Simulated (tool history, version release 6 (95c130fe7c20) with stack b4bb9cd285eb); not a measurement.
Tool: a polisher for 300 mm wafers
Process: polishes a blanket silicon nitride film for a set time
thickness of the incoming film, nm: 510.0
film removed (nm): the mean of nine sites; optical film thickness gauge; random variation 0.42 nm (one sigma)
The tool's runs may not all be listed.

| run | day | flow of slurry (ml/min) | pressure of the wafer on the pad (kPa) | speed of the pad under the wafer (cm/s) | polishing time (s) | film removed (nm) |
|---|---|---|---|---|---|---|
| 1 | 0 | 200 | 20.7 | 132 | 22 | 46.176 |
| 2 | 0.188 | 210 | 22.1 | 132 | 22 | 49.243 |
| 3 | 0.446 | 210 | 22.1 | 132 | 22 | 49.231 |
| 4 | 0.538 | 215 | 22.8 | 132 | 22 | 51.781 |
| 5 | 0.592 | 215 | 22.8 | 106 | 22 | 45.706 |
| 6 | 0.638 | 215 | 22.8 | 106 | 22 | 45.255 |
| 7 | 0.771 | 225 | 24.1 | 106 | 22 | 48.434 |

The next listed run, before its measurement:
| 8 | 1.012 | 230 | 24.8 | 106 | 22 | ? |

Run 8 gave film removed (nm) 50.781.
